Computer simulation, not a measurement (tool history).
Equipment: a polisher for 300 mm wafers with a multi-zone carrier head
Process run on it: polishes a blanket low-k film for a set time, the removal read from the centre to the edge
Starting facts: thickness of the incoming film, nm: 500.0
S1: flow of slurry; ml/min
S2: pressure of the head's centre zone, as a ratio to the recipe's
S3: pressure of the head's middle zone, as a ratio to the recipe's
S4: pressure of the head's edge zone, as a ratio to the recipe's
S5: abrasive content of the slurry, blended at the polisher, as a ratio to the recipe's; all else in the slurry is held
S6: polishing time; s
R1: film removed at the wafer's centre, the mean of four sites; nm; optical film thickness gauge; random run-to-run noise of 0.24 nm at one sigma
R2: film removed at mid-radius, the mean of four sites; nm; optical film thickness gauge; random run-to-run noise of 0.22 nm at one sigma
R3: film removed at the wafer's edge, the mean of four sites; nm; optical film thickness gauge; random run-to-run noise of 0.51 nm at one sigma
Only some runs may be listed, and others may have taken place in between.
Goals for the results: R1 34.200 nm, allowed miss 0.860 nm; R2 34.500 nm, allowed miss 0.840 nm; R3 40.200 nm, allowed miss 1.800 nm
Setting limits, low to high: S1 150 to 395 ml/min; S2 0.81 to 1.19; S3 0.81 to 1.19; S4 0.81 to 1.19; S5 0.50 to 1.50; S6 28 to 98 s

run 1 hour=0.0 | S1=250 S2=1.00 S3=1.00 S4=1.00 S5=1.00 S6=63 | R1=25.631 R2=25.741 R3=26.071
run 2 hour=2.7 | S1=240 S2=0.99 S3=0.99 S4=1.06 S5=1.15 S6=65 | R1=27.278 R2=27.796 R3=29.656
run 3 hour=7.7 | S1=240 S2=0.99 S3=0.92 S4=1.06 S5=1.15 S6=65 | R1=27.363 R2=26.102 R3=28.887
run 4 hour=15.6 | S1=235 S2=1.00 S3=0.95 S4=1.10 S5=1.25 S6=66 | R1=28.758 R2=28.065 R3=30.668
run 5 hour=19.9 | S1=235 S2=1.00 S3=0.95 S4=1.06 S5=1.25 S6=66 | R1=29.021 R2=27.830 R3=30.639
run 6 hour=23.5 | S1=270 S2=1.00 S3=0.95 S4=1.06 S5=1.25 S6=66 | R1=29.312 R2=28.350 R3=30.722
run 7 hour=28.9 | S1=240 S2=0.99 S3=0.95 S4=1.10 S5=1.35 S6=69 | R1=30.517 R2=29.945 R3=33.832
run 8 hour=37.0 | S1=235 S2=0.99 S3=0.96 S4=1.13 S5=1.40 S6=71 | R1=31.862 R2=31.513 R3=35.213
run 9 hour=37.6 | S1=240 S2=0.98 S3=0.95 S4=1.15 S5=1.45 S6=73 | R1=33.387 R2=32.559 R3=36.803
run 10 hour=44.5 | S1=225 S2=0.97 S3=0.95 S4=1.16 S5=1.45 S6=75 | R1=33.770 R2=33.047 R3=38.619
run 11 hour=52.5 | S1=225 S2=0.96 S3=0.96 S4=1.17 S5=1.45 S6=75 | R1=32.999 R2=33.731 R3=37.999
run 12 hour=56.8 | S1=225 S2=0.96 S3=0.96 S4=1.17 S5=1.45 S6=75 | R1=32.897 R2=33.466 R3=37.790
run 13 hour=64.0 | S1=220 S2=0.96 S3=0.95 S4=1.18 S5=1.45 S6=76 | R1=33.316 R2=33.399 R3=38.499

Exercise: of the 5 proposed moves below, exactly one satisfies all targets within the stated allowed misses. Which move is it?
run A hour=71.2 | S1=300 S2=0.99 S3=1.07 S4=1.12 S5=1.50 S6=72 | R1=? R2=? R3=?
run B hour=71.2 | S1=240 S2=1.05 S3=0.97 S4=1.11 S5=1.15 S6=78 | R1=? R2=? R3=?
run C hour=71.2 | S1=150 S2=0.96 S3=0.95 S4=1.15 S5=1.50 S6=82 | R1=? R2=? R3=?
run D hour=71.2 | S1=245 S2=0.89 S3=0.95 S4=1.18 S5=1.50 S6=76 | R1=? R2=? R3=?
run E hour=71.2 | S1=150 S2=0.88 S3=0.87 S4=1.19 S5=1.50 S6=88 | R1=? R2=? R3=?

move=A R1=34.152 R2=36.600 R3=37.266
move=B R1=34.408 R2=32.382 R3=35.941
move=C R1=33.752 R2=34.008 R3=39.937
move=D R1=32.129 R2=34.169 R3=39.791
move=E R1=33.662 R2=33.933 R3=43.677
A: carries the result that was furthest off beyond its target, to the other side
B: further off than the last run
C: hits every target within its allowed miss
D: the worst result of the last run now meets its target, but another is out of spec
E: the worst result of the last run now meets its target, but another is out of spec
Move C is the one to make.
